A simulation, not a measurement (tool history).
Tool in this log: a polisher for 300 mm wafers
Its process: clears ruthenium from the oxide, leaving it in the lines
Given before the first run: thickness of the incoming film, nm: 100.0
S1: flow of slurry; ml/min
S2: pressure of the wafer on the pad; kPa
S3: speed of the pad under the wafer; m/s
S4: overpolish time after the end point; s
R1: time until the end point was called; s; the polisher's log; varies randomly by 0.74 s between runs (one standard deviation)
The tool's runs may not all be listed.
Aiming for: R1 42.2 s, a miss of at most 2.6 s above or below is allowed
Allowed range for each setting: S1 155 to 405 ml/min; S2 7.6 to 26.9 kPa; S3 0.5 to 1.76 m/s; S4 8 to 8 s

| run | hour | S1 | S2 | S3 | S4 | R1 |
|---|---|---|---|---|---|---|
| 1 | 0 | 260 | 17.2 | 1.12 | 8 | 53.733 |
| 2 | 7.4 | 260 | 17.9 | 1.12 | 8 | 52.171 |
| 3 | 14.7 | 260 | 14.5 | 1.12 | 8 | 62.247 |
| 4 | 16.8 | 260 | 14.5 | 1.24 | 8 | 55.573 |
| 5 | 23.2 | 260 | 15.2 | 1.24 | 8 | 53.741 |
| 6 | 24.4 | 260 | 15.9 | 1.24 | 8 | 52.313 |
| 7 | 30.1 | 260 | 16.5 | 1.24 | 8 | 49.699 |
| 8 | 32.8 | 260 | 17.9 | 1.26 | 8 | 46.554 |

Pick the move, out of 4, that brings all results within their allowed miss; only one does.
| A | 35.5 | 260 | 20 | 1.2 | 8 | ? |
| B | 35.5 | 265 | 17.9 | 1.24 | 8 | ? |
| C | 35.5 | 330 | 19.3 | 1.04 | 8 | ? |
| D | 35.5 | 365 | 16.5 | 1.1 | 8 | ? |

| move | R1 |
|---|---|
| A | 44.254 |
| B | 47.586 |
| C | 51.575 |
| D | 56.318 |
A: in spec on every target
B: misses by more than the last run did
C: misses by more than the last run did
D: misses by more than the last run did
So the answer is move A, the one that meets all the targets.
